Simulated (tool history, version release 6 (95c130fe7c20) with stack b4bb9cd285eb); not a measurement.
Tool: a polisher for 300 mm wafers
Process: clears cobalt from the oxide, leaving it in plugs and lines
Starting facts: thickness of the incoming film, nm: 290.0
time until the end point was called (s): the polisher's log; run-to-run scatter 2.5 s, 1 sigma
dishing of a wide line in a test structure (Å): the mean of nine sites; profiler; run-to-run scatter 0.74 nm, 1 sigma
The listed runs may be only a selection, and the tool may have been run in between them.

run,hour,flow of slurry (ml/min),pressure of the wafer on the pad (psi),speed of the pad under the wafer (m/s),overpolish time after the end point (s),time until the end point was called (s),dishing of a wide line in a test structure (Å)
1,0.0,265,1.4,1.08,27,84.391,490.62
2,8.1,265,1.2,1.06,30,102.240,482.99
3,13.1,265,1.1,1.06,32,111.680,465.75
4,16.0,265,1.0,1.06,35,121.330,479.83
5,21.9,265,1.0,1.06,36,120.210,478.77
6,30.1,265,1.0,1.06,38,123.370,486.26
7,35.4,265,1.0,1.06,39,124.300,502.65

What will run 8 give?
8,44.2,265,0.8,1.04,40,?,?

Logged for run 8: time until the end point was called (s) 154.380, dishing of a wide line in a test structure (Å) 458.23.

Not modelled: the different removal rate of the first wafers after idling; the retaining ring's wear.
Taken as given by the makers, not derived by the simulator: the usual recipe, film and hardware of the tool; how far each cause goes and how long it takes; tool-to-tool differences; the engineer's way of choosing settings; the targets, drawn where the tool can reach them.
